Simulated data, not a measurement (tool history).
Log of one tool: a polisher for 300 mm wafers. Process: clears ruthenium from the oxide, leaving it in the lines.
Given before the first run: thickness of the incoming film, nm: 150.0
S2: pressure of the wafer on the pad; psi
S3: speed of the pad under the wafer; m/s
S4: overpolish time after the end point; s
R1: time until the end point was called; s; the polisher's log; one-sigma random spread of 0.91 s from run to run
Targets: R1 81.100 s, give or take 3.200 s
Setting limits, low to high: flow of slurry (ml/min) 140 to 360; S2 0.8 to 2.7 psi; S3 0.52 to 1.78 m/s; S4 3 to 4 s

run 1 hour=0.0 | flow_of_slurry_(ml/min)=230 S2=1.7 S3=1.14 S4=4 | R1=165.020
run 2 hour=7.6 | flow_of_slurry_(ml/min)=230 S2=1.7 S3=0.92 S4=4 | R1=200.220
run 3 hour=16.2 | flow_of_slurry_(ml/min)=235 S2=2.0 S3=1.02 S4=4 | R1=161.130
run 4 hour=23.6 | flow_of_slurry_(ml/min)=235 S2=2.2 S3=1.14 S4=4 | R1=130.600
run 5 hour=30.8 | flow_of_slurry_(ml/min)=235 S2=2.3 S3=1.22 S4=4 | R1=118.500
run 6 hour=39.1 | flow_of_slurry_(ml/min)=235 S2=2.4 S3=1.30 S4=4 | R1=104.800
run 7 hour=47.5 | flow_of_slurry_(ml/min)=235 S2=2.5 S3=1.34 S4=4 | R1=96.528
run 8 hour=48.4 | flow_of_slurry_(ml/min)=235 S2=2.6 S3=1.36 S4=4 | R1=94.600
run 9 hour=50.0 | flow_of_slurry_(ml/min)=240 S2=2.6 S3=1.40 S4=4 | R1=91.684
run 10 hour=52.1 | flow_of_slurry_(ml/min)=240 S2=2.6 S3=1.44 S4=4 | R1=89.234
run 11 hour=55.8 | flow_of_slurry_(ml/min)=240 S2=2.6 S3=1.46 S4=4 | R1=87.523
run 12 hour=58.4 | flow_of_slurry_(ml/min)=240 S2=2.6 S3=1.48 S4=4 | R1=87.649
run 13 hour=67.0 | flow_of_slurry_(ml/min)=240 S2=2.6 S3=1.50 S4=4 | R1=85.629

Of the 5 settings listed for the next run, only one would bring every result within its allowed miss of target. Which one?
run A hour=75.6 | flow_of_slurry_(ml/min)=195 S2=2.5 S3=1.50 S4=3 | R1=?
run B hour=75.6 | flow_of_slurry_(ml/min)=170 S2=2.3 S3=1.76 S4=3 | R1=?
run C hour=75.6 | flow_of_slurry_(ml/min)=255 S2=2.6 S3=1.56 S4=3 | R1=?
run D hour=75.6 | flow_of_slurry_(ml/min)=225 S2=2.5 S3=1.50 S4=3 | R1=?
run E hour=75.6 | flow_of_slurry_(ml/min)=280 S2=2.7 S3=1.64 S4=4 | R1=?

move=A R1=90.860
move=B R1=85.534
move=C R1=81.800
move=D R1=89.352
move=E R1=74.505
A: its largest miss is bigger than the last run's
B: just as far off the targets as the last run
C: all results in spec
D: its largest miss is bigger than the last run's
E: carries the result that was furthest off beyond its target, to the other side
C meets every target.

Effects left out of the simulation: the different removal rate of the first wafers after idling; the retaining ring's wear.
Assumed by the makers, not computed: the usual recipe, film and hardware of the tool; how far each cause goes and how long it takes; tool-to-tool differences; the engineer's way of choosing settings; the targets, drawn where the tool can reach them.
